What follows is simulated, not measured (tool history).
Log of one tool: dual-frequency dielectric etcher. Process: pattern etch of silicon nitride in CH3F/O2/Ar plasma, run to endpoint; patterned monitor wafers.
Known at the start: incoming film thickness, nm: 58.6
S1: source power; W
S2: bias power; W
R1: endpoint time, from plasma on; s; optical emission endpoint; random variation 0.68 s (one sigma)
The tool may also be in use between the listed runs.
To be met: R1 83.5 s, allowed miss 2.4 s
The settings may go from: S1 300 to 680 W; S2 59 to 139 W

{"run": 1, "hour": 0.0, "S1": 490, "S2": 99, "R1": 67.129}
{"run": 2, "hour": 8.0, "S1": 570, "S2": 99, "R1": 63.07}
{"run": 3, "hour": 13.5, "S1": 540, "S2": 94, "R1": 65.35}
{"run": 4, "hour": 15.3, "S1": 620, "S2": 94, "R1": 61.776}
{"run": 5, "hour": 18.7, "S1": 580, "S2": 89, "R1": 65.152}
{"run": 6, "hour": 25.6, "S1": 530, "S2": 89, "R1": 67.188}
{"run": 7, "hour": 26.2, "S1": 500, "S2": 85, "R1": 70.392}
{"run": 8, "hour": 28.9, "S1": 480, "S2": 83, "R1": 71.618}
{"run": 9, "hour": 35.9, "S1": 380, "S2": 63, "R1": 85.611}

4 next moves are on the table. One of them brings every result within its allowed miss. Which?
{"run": "A", "hour": 42.9, "S1": 360, "S2": 64, "R1": "?"}
{"run": "B", "hour": 42.9, "S1": 370, "S2": 63, "R1": "?"}
{"run": "C", "hour": 42.9, "S1": 380, "S2": 83, "R1": "?"}
{"run": "D", "hour": 42.9, "S1": 410, "S2": 66, "R1": "?"}

move=A R1=88.586
move=B R1=87.886
move=C R1=79.662
move=D R1=82.695
A: further off than the last run
B: further off than the last run
C: takes the result that was furthest off past its target
D: meets every target
Answer: D
